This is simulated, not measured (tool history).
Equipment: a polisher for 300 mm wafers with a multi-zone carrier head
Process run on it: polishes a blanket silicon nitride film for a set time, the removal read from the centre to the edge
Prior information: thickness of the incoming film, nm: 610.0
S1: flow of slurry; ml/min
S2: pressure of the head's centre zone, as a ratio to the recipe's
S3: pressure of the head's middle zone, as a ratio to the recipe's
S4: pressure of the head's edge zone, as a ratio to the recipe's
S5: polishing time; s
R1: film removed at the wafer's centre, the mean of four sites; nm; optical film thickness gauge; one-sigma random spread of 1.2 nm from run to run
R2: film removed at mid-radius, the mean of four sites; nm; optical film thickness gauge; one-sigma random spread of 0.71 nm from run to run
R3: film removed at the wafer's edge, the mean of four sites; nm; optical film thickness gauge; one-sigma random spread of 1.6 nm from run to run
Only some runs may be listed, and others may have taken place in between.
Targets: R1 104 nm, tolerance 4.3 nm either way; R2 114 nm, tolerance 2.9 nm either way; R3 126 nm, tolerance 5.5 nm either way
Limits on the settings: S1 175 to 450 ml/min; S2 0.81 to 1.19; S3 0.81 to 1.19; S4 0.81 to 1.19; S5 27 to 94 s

{"run": 1, "hour": 0.0, "S1": 290, "S2": 1, "S3": 1, "S4": 1, "S5": 60, "R1": 94.995, "R2": 95, "R3": 92.506}
{"run": 2, "hour": 5.8, "S1": 290, "S2": 0.99, "S3": 1, "S4": 1.02, "S5": 62, "R1": 95.313, "R2": 98.297, "R3": 98.647}
{"run": 3, "hour": 13.6, "S1": 290, "S2": 0.95, "S3": 1, "S4": 1.02, "S5": 62, "R1": 94.01, "R2": 98.552, "R3": 96.999}
{"run": 4, "hour": 16.4, "S1": 290, "S2": 0.99, "S3": 1, "S4": 1.02, "S5": 62, "R1": 96.263, "R2": 98.286, "R3": 96.867}
{"run": 5, "hour": 20.2, "S1": 290, "S2": 0.99, "S3": 1, "S4": 1.02, "S5": 75, "R1": 117.37, "R2": 119.3, "R3": 115.89}
{"run": 6, "hour": 24.4, "S1": 225, "S2": 0.99, "S3": 1, "S4": 1.02, "S5": 75, "R1": 114.01, "R2": 116.92, "R3": 118.4}
{"run": 7, "hour": 30.8, "S1": 220, "S2": 0.98, "S3": 1, "S4": 1.03, "S5": 75, "R1": 113.35, "R2": 117.87, "R3": 117.19}
{"run": 8, "hour": 35.0, "S1": 230, "S2": 0.88, "S3": 0.9, "S4": 1.13, "S5": 77, "R1": 105.17, "R2": 110.57, "R3": 125.57}

Which of these 5 next moves meets every target?
{"run": "A", "hour": 39.2, "S1": 310, "S2": 0.86, "S3": 0.81, "S4": 1.08, "S5": 78, "R1": "?", "R2": "?", "R3": "?"}
{"run": "B", "hour": 39.2, "S1": 280, "S2": 0.94, "S3": 0.86, "S4": 1.16, "S5": 73, "R1": "?", "R2": "?", "R3": "?"}
{"run": "C", "hour": 39.2, "S1": 230, "S2": 0.87, "S3": 0.94, "S4": 1.13, "S5": 77, "R1": "?", "R2": "?", "R3": "?"}
{"run": "D", "hour": 39.2, "S1": 175, "S2": 0.85, "S3": 0.85, "S4": 1.08, "S5": 81, "R1": "?", "R2": "?", "R3": "?"}
{"run": "E", "hour": 39.2, "S1": 240, "S2": 0.88, "S3": 0.84, "S4": 1.13, "S5": 77, "R1": "?", "R2": "?", "R3": "?"}

move=A R1=105.68 R2=104.78 R3=126.48
move=B R1=107.21 R2=102.06 R3=121.9
move=C R1=102.66 R2=113.96 R3=125.1
move=D R1=102.48 R2=107.54 R3=126.39
move=E R1=104.22 R2=104.22 R3=125.62
A: the biggest miss grows against the last run
B: the biggest miss grows against the last run
C: in spec on every target
D: the biggest miss grows against the last run
E: the biggest miss grows against the last run
The move that meets every target is C.
